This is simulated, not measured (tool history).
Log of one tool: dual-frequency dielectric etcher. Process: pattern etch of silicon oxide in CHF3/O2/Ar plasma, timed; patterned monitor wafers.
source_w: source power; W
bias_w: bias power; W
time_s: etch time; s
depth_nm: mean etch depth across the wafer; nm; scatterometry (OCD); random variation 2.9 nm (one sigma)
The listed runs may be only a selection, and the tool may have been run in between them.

run,hour,source_w,bias_w,time_s,depth_nm
1,0.0,530,148,392.5,701.86
2,4.7,530,148,392.5,705.56
3,10.9,530,166,392.5,741.51
4,16.5,530,182,392.5,767.55
5,23.3,480,182,392.5,733.64
6,29.8,460,180,392.0,717.81

Expected results for the next run?
7,38.2,450,179,391.5,?

For run 7 the tool returned depth_nm 696.48 nm.
